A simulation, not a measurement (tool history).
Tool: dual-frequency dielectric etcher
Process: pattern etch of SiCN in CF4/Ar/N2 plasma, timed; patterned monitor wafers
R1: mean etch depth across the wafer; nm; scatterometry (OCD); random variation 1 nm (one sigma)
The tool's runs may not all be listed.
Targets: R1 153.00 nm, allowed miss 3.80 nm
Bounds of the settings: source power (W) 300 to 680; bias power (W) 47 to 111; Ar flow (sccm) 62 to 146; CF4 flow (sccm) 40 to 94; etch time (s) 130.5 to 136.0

Run 1, day 0.000: source power (W) 490, bias power (W) 79, Ar flow (sccm) 104, CF4 flow (sccm) 67, etch time (s) 130.5. Result: R1 115.07 nm.
Run 2, day 0.321: source power (W) 540, bias power (W) 80, Ar flow (sccm) 104, CF4 flow (sccm) 67, etch time (s) 130.5. Result: R1 127.20 nm.
Run 3, day 0.383: source power (W) 540, bias power (W) 80, Ar flow (sccm) 104, CF4 flow (sccm) 77, etch time (s) 130.5. Result: R1 127.69 nm.
Run 4, day 0.662: source power (W) 490, bias power (W) 80, Ar flow (sccm) 104, CF4 flow (sccm) 77, etch time (s) 130.5. Result: R1 118.13 nm.
Run 5, day 0.767: source power (W) 490, bias power (W) 80, Ar flow (sccm) 104, CF4 flow (sccm) 82, etch time (s) 130.5. Result: R1 117.86 nm.
Run 6, day 1.138: source power (W) 540, bias power (W) 81, Ar flow (sccm) 104, CF4 flow (sccm) 82, etch time (s) 130.5. Result: R1 129.25 nm.
Run 7, day 1.208: source power (W) 570, bias power (W) 82, Ar flow (sccm) 104, CF4 flow (sccm) 82, etch time (s) 130.5. Result: R1 138.39 nm.
Run 8, day 1.558: source power (W) 590, bias power (W) 82, Ar flow (sccm) 104, CF4 flow (sccm) 82, etch time (s) 130.5. Result: R1 142.15 nm.

Which of these 4 next moves meets every target?
Run A, day 1.908: source power (W) 610, bias power (W) 80, Ar flow (sccm) 114, CF4 flow (sccm) 79, etch time (s) 130.5. Result: R1 ?.
Run B, day 1.908: source power (W) 560, bias power (W) 92, Ar flow (sccm) 106, CF4 flow (sccm) 77, etch time (s) 132.5. Result: R1 ?.
Run C, day 1.908: source power (W) 560, bias power (W) 86, Ar flow (sccm) 109, CF4 flow (sccm) 88, etch time (s) 135.5. Result: R1 ?.
Run D, day 1.908: source power (W) 620, bias power (W) 86, Ar flow (sccm) 103, CF4 flow (sccm) 83, etch time (s) 130.5. Result: R1 ?.

move      R1
   A  143.27
   B  143.37
   C  144.48
   D  152.89
A: nearer than the last run, and not there yet
B: nearer than the last run, and not there yet
C: nearer than the last run, and not there yet
D: meets every target
Answer: D
